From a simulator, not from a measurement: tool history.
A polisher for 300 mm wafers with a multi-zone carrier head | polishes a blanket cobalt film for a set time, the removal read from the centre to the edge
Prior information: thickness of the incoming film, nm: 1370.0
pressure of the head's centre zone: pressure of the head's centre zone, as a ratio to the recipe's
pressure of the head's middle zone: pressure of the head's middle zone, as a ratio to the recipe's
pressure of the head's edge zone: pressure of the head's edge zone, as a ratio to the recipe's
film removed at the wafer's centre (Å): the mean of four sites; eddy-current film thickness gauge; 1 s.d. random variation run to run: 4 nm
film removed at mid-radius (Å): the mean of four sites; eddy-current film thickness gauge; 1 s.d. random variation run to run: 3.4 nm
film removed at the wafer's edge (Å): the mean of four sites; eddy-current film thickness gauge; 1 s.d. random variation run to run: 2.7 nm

run  hour  flow of slurry (ml/min)  pressure of the head's centre zone  pressure of the head's middle zone  pressure of the head's edge zone  polishing time (s)  film removed at the wafer's centre (Å)  film removed at mid-radius (Å)  film removed at the wafer's edge (Å)
  1   0.0                      225                                1.00                                1.00                              1.00                  51                                  2999.7                          2958.4                                3016.4
  2   8.7                      225                                1.00                                1.00                              1.04                  51                                  2979.2                          2897.2                                2978.3
  3  12.5                      225                                1.00                                1.08                              1.04                  51                                  2963.5                          3214.7                                3075.3
  4  18.3                      225                                1.00                                1.14                              1.04                  51                                  2990.5                          3181.5                                2999.9
  5  21.9                      225                                1.03                                1.12                              1.03                  48                                  2922.6                          3065.6                                2808.2
  6  23.4                      225                                1.03                                1.09                              1.03                  48                                  2894.5                          3004.4                                2843.2
  7  30.1                      215                                1.13                                0.99                              0.93                  38                                  2611.1                          2177.8                                2155.9
  8  35.5                      220                                1.12                                1.00                              0.94                  38                                  2493.8                          2152.3                                2217.7

Run 9, settings as shown, results not yet in. Your forecast:
  9  38.5                      220                                1.12                                1.01                              0.94                  38                                       ?                               ?                                     ?

{"run 9": {"film removed at the wafer's centre (Å)": 2570.7, "film removed at mid-radius (Å)": 2186.9, "film removed at the wafer's edge (Å)": 2214.4}}
